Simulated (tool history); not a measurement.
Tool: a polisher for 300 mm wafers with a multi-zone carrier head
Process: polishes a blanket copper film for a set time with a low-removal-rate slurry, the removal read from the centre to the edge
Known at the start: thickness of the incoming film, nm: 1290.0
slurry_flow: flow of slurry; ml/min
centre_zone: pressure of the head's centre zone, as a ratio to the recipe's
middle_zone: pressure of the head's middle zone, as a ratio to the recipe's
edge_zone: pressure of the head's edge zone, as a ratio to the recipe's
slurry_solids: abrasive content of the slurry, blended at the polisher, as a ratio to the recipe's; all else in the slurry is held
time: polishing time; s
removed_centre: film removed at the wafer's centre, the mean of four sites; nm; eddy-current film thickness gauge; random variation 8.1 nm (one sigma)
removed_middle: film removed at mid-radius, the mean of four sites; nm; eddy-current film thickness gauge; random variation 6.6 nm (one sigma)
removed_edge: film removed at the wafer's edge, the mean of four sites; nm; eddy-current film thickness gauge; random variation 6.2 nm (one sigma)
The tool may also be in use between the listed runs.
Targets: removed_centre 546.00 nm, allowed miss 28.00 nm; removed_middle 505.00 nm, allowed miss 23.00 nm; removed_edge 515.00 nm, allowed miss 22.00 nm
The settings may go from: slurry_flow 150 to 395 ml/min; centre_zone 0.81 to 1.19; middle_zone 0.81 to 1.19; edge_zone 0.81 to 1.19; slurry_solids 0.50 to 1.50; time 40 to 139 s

{"run": 1, "hour": 0.0, "slurry_flow": 250, "centre_zone": 1.0, "middle_zone": 1.0, "edge_zone": 1.0, "slurry_solids": 1.0, "time": 89, "removed_centre": 395.88, "removed_middle": 387.83, "removed_edge": 379.25}
{"run": 2, "hour": 7.0, "slurry_flow": 250, "centre_zone": 1.0, "middle_zone": 1.0, "edge_zone": 1.0, "slurry_solids": 1.0, "time": 108, "removed_centre": 474.55, "removed_middle": 469.63, "removed_edge": 465.09}
{"run": 3, "hour": 9.4, "slurry_flow": 250, "centre_zone": 0.96, "middle_zone": 1.0, "edge_zone": 1.0, "slurry_solids": 1.0, "time": 108, "removed_centre": 457.94, "removed_middle": 462.51, "removed_edge": 464.39}
{"run": 4, "hour": 13.5, "slurry_flow": 255, "centre_zone": 0.99, "middle_zone": 1.0, "edge_zone": 1.02, "slurry_solids": 1.05, "time": 109, "removed_centre": 477.1, "removed_middle": 483.99, "removed_edge": 473.27}
{"run": 5, "hour": 21.2, "slurry_flow": 255, "centre_zone": 1.01, "middle_zone": 0.98, "edge_zone": 1.02, "slurry_solids": 1.1, "time": 111, "removed_centre": 512.6, "removed_middle": 483.57, "removed_edge": 495.37}
{"run": 6, "hour": 26.0, "slurry_flow": 255, "centre_zone": 1.01, "middle_zone": 0.98, "edge_zone": 1.02, "slurry_solids": 0.9, "time": 111, "removed_centre": 472.3, "removed_middle": 465.2, "removed_edge": 473.06}
{"run": 7, "hour": 32.1, "slurry_flow": 255, "centre_zone": 1.03, "middle_zone": 0.98, "edge_zone": 1.03, "slurry_solids": 0.95, "time": 112, "removed_centre": 514.97, "removed_middle": 459.75, "removed_edge": 475.58}
{"run": 8, "hour": 37.0, "slurry_flow": 255, "centre_zone": 1.03, "middle_zone": 0.98, "edge_zone": 1.03, "slurry_solids": 1.0, "time": 113, "removed_centre": 515.61, "removed_middle": 484.2, "removed_edge": 492.31}

Which of these 4 next moves meets every target?
{"run": "A", "hour": 41.9, "slurry_flow": 330, "centre_zone": 1.0, "middle_zone": 0.86, "edge_zone": 1.01, "slurry_solids": 0.9, "time": 120, "removed_centre": "?", "removed_middle": "?", "removed_edge": "?"}
{"run": "B", "hour": 41.9, "slurry_flow": 235, "centre_zone": 0.86, "middle_zone": 0.94, "edge_zone": 1.04, "slurry_solids": 1.3, "time": 111, "removed_centre": "?", "removed_middle": "?", "removed_edge": "?"}
{"run": "C", "hour": 41.9, "slurry_flow": 220, "centre_zone": 1.14, "middle_zone": 1.14, "edge_zone": 1.04, "slurry_solids": 0.95, "time": 108, "removed_centre": "?", "removed_middle": "?", "removed_edge": "?"}
{"run": "D", "hour": 41.9, "slurry_flow": 265, "centre_zone": 1.04, "middle_zone": 0.97, "edge_zone": 1.01, "slurry_solids": 1.05, "time": 116, "removed_centre": "?", "removed_middle": "?", "removed_edge": "?"}

move=A removed_centre=519.68 removed_middle=451.13 removed_edge=497.04
move=B removed_centre=448.66 removed_middle=489.53 removed_edge=510.40
move=C removed_centre=525.90 removed_middle=507.58 removed_edge=449.34
move=D removed_centre=538.83 removed_middle=497.31 removed_edge=496.99
A: brings the result that was furthest off to its target, and leaves another outside
B: further off than the last run
C: brings the result that was furthest off to its target, and leaves another outside
D: meets every target
Answer: D
